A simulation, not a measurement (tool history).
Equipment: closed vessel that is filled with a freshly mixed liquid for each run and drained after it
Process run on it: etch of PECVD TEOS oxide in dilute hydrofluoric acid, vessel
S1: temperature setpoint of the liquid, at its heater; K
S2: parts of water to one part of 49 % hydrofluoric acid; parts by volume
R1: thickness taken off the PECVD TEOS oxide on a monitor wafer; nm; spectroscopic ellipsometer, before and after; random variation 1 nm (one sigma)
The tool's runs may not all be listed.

{"run": 1, "hour": 0.0, "S1": 298.15, "S2": 200, "time in the liquid (s)": 870, "R1": 86.418}
{"run": 2, "hour": 3.3, "S1": 298.15, "S2": 200, "time in the liquid (s)": 935, "R1": 93.133}
{"run": 3, "hour": 5.2, "S1": 299.15, "S2": 190, "time in the liquid (s)": 935, "R1": 103.86}
{"run": 4, "hour": 10.6, "S1": 299.15, "S2": 145, "time in the liquid (s)": 935, "R1": 142.55}
{"run": 5, "hour": 18.3, "S1": 299.15, "S2": 185, "time in the liquid (s)": 935, "R1": 106.4}
{"run": 6, "hour": 22.7, "S1": 300.15, "S2": 180, "time in the liquid (s)": 935, "R1": 113.36}
{"run": 7, "hour": 27.9, "S1": 300.65, "S2": 175, "time in the liquid (s)": 935, "R1": 119.91}

Forecast run 8:
{"run": 8, "hour": 33.9, "S1": 304.65, "S2": 140, "time in the liquid (s)": 935, "R1": "?"}

Run 8 yielded R1 182.260 nm.
